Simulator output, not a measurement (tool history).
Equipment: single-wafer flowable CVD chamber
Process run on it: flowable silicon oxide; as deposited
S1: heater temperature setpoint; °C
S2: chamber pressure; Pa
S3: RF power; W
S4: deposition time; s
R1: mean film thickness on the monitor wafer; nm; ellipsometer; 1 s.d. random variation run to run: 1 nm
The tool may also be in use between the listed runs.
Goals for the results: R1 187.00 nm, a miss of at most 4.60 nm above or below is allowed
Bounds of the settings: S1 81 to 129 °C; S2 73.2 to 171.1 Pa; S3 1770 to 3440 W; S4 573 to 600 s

run	hour	S1	S2	S3	S4	R1
1	0.0	105	122.1	2605	600	370.75
2	0.9	105	122.1	2965	600	369.34
3	4.6	111	121.9	2965	600	294.57
4	10.6	111	121.9	3325	600	298.22
5	12.0	111	121.9	3325	600	300.90
6	13.2	111	140.8	3325	600	344.23
7	20.3	116	140.5	3325	600	287.81
8	21.8	116	140.5	3325	600	285.99
9	23.6	119	140.4	3325	600	258.66
10	26.6	121	140.3	3325	600	245.89
11	33.2	123	139.7	3325	600	229.71
12	40.1	125	139.2	3325	600	213.38
13	41.0	126	139.1	3325	600	210.33
14	44.5	127	138.1	3325	600	200.42
15	50.0	128	137.9	3325	600	196.84

Below are 5 possible settings for the next run. Only one of them brings all results inside the allowed miss of their targets. Which is it?
A	55.5	128	125.9	3255	592	?
B	55.5	124	121.7	3295	573	?
C	55.5	129	132.1	3285	587	?
D	55.5	127	137.7	3285	600	?
E	55.5	128	131.7	3410	573	?

move	R1
A	176.84
B	186.10
C	179.25
D	200.50
E	179.20
A: moves the result that the last run missed by most past its target, out the other side
B: every result lands within tolerance
C: moves the result that the last run missed by most past its target, out the other side
D: further off than the last run
E: moves the result that the last run missed by most past its target, out the other side
B meets every target.
